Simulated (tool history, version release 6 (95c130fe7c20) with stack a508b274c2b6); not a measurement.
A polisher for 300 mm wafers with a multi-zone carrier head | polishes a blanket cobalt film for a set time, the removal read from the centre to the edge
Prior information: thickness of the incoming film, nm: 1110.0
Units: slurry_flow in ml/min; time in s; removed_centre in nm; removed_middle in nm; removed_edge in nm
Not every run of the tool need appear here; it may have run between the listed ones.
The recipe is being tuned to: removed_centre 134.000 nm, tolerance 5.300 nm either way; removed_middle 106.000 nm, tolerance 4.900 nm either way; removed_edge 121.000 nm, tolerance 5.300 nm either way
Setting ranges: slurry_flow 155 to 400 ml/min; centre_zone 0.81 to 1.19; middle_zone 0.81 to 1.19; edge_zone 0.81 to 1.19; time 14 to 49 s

Run 1, hour 0.0: slurry_flow 255 ml/min, centre_zone 1.00, middle_zone 1.00, edge_zone 1.00, time 31 s. Result: removed_centre 129.280 nm, removed_middle 127.480 nm, removed_edge 127.860 nm.
Run 2, hour 5.7: slurry_flow 250 ml/min, centre_zone 1.02, middle_zone 0.96, edge_zone 0.99, time 31 s. Result: removed_centre 135.400 nm, removed_middle 125.150 nm, removed_edge 130.050 nm.
Run 3, hour 13.8: slurry_flow 250 ml/min, centre_zone 0.97, middle_zone 0.96, edge_zone 0.99, time 31 s. Result: removed_centre 127.110 nm, removed_middle 122.820 nm, removed_edge 125.570 nm.
Run 4, hour 17.3: slurry_flow 250 ml/min, centre_zone 0.97, middle_zone 0.96, edge_zone 0.91, time 31 s. Result: removed_centre 127.990 nm, removed_middle 124.920 nm, removed_edge 122.530 nm.
Run 5, hour 18.0: slurry_flow 250 ml/min, centre_zone 0.97, middle_zone 0.96, edge_zone 0.91, time 24 s. Result: removed_centre 98.157 nm, removed_middle 95.786 nm, removed_edge 94.648 nm.
Run 6, hour 25.5: slurry_flow 250 ml/min, centre_zone 0.97, middle_zone 0.96, edge_zone 0.91, time 30 s. Result: removed_centre 124.150 nm, removed_middle 118.980 nm, removed_edge 118.450 nm.
Run 7, hour 32.2: slurry_flow 250 ml/min, centre_zone 0.99, middle_zone 0.92, edge_zone 0.92, time 30 s. Result: removed_centre 125.890 nm, removed_middle 117.260 nm, removed_edge 118.910 nm.
Run 8, hour 38.1: slurry_flow 245 ml/min, centre_zone 1.02, middle_zone 0.89, edge_zone 0.94, time 30 s. Result: removed_centre 128.730 nm, removed_middle 113.830 nm, removed_edge 119.870 nm.

Pick the move, out of 5, that brings all results within their allowed miss; only one does.
Run A, hour 44.0: slurry_flow 225 ml/min, centre_zone 0.94, middle_zone 1.02, edge_zone 0.98, time 30 s. Result: removed_centre ?, removed_middle ?, removed_edge ?.
Run B, hour 44.0: slurry_flow 310 ml/min, centre_zone 1.04, middle_zone 1.14, edge_zone 0.81, time 29 s. Result: removed_centre ?, removed_middle ?, removed_edge ?.
Run C, hour 44.0: slurry_flow 165 ml/min, centre_zone 0.87, middle_zone 0.96, edge_zone 0.89, time 33 s. Result: removed_centre ?, removed_middle ?, removed_edge ?.
Run D, hour 44.0: slurry_flow 215 ml/min, centre_zone 0.99, middle_zone 0.93, edge_zone 1.00, time 30 s. Result: removed_centre ?, removed_middle ?, removed_edge ?.
Run E, hour 44.0: slurry_flow 245 ml/min, centre_zone 1.13, middle_zone 0.87, edge_zone 1.09, time 29 s. Result: removed_centre ?, removed_middle ?, removed_edge ?.

move  removed_centre  removed_middle  removed_edge
   A         119.440         124.140       119.760
   B         129.260         135.630       110.570
   C         119.320         125.830       124.520
   D         123.840         114.340       120.400
   E         135.100         105.780       121.430
A: its largest miss is bigger than the last run's
B: its largest miss is bigger than the last run's
C: its largest miss is bigger than the last run's
D: its largest miss is bigger than the last run's
E: all results land within tolerance of their targets
E is the move that brings every result within its allowed miss.
